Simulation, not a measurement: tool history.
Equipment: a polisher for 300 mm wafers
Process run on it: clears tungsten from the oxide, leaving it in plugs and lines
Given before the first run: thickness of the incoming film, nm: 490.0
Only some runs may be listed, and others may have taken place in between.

| run | hour | flow of slurry (ml/min) | pressure of the wafer on the pad (kPa) | speed of the pad under the wafer (m/s) | abrasive content of the slurry | overpolish time after the end point (s) | time until the end point was called (s) |
|---|---|---|---|---|---|---|---|
| 1 | 0.0 | 305 | 17.9 | 1.32 | 1.0 | 32 | 107.07 |
| 2 | 1.5 | 305 | 16.5 | 1.28 | 1.0 | 32 | 115.97 |
| 3 | 10.0 | 305 | 14.5 | 1.28 | 1.0 | 32 | 134.14 |
| 4 | 13.3 | 305 | 13.8 | 1.26 | 1.0 | 32 | 139.04 |
| 5 | 14.6 | 305 | 13.1 | 1.22 | 1.0 | 32 | 152.87 |
| 6 | 16.0 | 305 | 13.1 | 1.08 | 1.0 | 32 | 170.00 |

The next listed run, before its measurement:
| 7 | 21.0 | 305 | 12.4 | 1.08 | 1.0 | 32 | ? |

Run 7 came out at time until the end point was called (s) 175.48.
